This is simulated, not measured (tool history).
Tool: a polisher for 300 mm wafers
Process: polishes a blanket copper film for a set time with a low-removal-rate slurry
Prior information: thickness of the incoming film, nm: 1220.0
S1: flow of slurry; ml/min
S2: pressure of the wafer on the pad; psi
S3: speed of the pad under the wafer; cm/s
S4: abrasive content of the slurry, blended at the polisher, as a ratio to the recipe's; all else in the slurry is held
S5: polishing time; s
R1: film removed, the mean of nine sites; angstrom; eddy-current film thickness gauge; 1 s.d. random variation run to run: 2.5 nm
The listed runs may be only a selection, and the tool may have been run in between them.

run	hour	S1	S2	S3	S4	S5	R1
1	0.0	125	1.8	120	1.0	82	1564.1
2	5.1	130	1.9	120	1.0	82	1620.9
3	6.7	130	1.9	120	1.0	86	1671.9
4	14.2	130	2.1	120	1.0	86	1806.5
5	16.3	130	2.2	122	1.0	86	1869.2
6	18.4	110	2.2	122	1.0	86	1847.7
7	27.4	115	2.3	124	1.0	86	1929.8
8	34.6	120	2.4	126	1.0	86	2045.6

Run 9 comes next. What will it give?
9	38.7	125	2.5	128	1.0	86	?

R1: 2147.9 angstrom
